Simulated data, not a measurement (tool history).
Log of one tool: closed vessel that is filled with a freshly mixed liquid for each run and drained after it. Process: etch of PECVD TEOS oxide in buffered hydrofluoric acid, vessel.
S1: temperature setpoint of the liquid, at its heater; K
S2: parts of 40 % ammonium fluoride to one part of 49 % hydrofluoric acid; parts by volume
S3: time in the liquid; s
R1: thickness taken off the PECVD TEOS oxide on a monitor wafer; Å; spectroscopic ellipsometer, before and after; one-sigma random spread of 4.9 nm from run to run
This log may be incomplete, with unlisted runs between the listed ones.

run,hour,S1,S2,S3,R1
1,0.0,295.15,12.0,95,2583.4
2,5.8,296.15,11.5,95,2838.0
3,14.2,297.65,11.5,95,3074.0
4,17.8,298.15,11.0,95,3345.8
5,19.6,298.15,13.5,95,2690.9
6,27.9,298.65,13.0,95,2891.9
# hour 32.3: thermometer replaced
7,32.3,299.15,12.5,95,3315.2
8,33.3,299.65,12.0,95,3582.5

Run 9 has not been measured yet. What should we expect?
9,39.2,300.15,12.0,95,?

{"run 9": {"R1": 3660.2}}
